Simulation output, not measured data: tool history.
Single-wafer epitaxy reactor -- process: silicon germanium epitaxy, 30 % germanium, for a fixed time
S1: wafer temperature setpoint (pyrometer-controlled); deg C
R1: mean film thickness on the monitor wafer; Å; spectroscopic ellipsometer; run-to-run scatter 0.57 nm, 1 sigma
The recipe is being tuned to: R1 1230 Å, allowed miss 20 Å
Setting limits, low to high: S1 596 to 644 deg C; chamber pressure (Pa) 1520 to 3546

run 1 hour=0 | S1=620 chamber_pressure_(Pa)=2533 | R1=821.88
run 2 hour=2 | S1=613 chamber_pressure_(Pa)=2533 | R1=712.67
run 3 hour=2.7 | S1=616 chamber_pressure_(Pa)=2533 | R1=764.5
run 4 hour=7.9 | S1=611 chamber_pressure_(Pa)=2533 | R1=697.09
run 5 hour=16.7 | S1=614 chamber_pressure_(Pa)=2533 | R1=735.55
run 6 hour=21.6 | S1=614 chamber_pressure_(Pa)=2280 | R1=714.68
run 7 hour=30.6 | S1=614 chamber_pressure_(Pa)=2280 | R1=715.31
run 8 hour=32.1 | S1=617 chamber_pressure_(Pa)=2293 | R1=758
run 9 hour=36.3 | S1=620 chamber_pressure_(Pa)=2306 | R1=807.19
run 10 hour=43 | S1=622 chamber_pressure_(Pa)=2306 | R1=830.72
run 11 hour=47.1 | S1=624 chamber_pressure_(Pa)=2306 | R1=863.3
run 12 hour=48.8 | S1=626 chamber_pressure_(Pa)=2306 | R1=898.96
run 13 hour=55.5 | S1=628 chamber_pressure_(Pa)=2306 | R1=929.62
run 14 hour=62.5 | S1=630 chamber_pressure_(Pa)=2306 | R1=958.28

Pick the move, out of 5, that brings all results within their allowed miss; only one does.
run A hour=69.5 | S1=644 chamber_pressure_(Pa)=2160 | R1=?
run B hour=69.5 | S1=638 chamber_pressure_(Pa)=1707 | R1=?
run C hour=69.5 | S1=634 chamber_pressure_(Pa)=2093 | R1=?
run D hour=69.5 | S1=612 chamber_pressure_(Pa)=2320 | R1=?
run E hour=69.5 | S1=614 chamber_pressure_(Pa)=2400 | R1=?

move=A R1=1224.3
move=B R1=1044.5
move=C R1=1015.2
move=D R1=688.56
move=E R1=721.28
A: every result lands within tolerance
B: gains on the last run, yet a result remains outside its allowed miss
C: gains on the last run, yet a result remains outside its allowed miss
D: further off than the last run
E: further off than the last run
So the answer is move A, the one that meets all the targets.

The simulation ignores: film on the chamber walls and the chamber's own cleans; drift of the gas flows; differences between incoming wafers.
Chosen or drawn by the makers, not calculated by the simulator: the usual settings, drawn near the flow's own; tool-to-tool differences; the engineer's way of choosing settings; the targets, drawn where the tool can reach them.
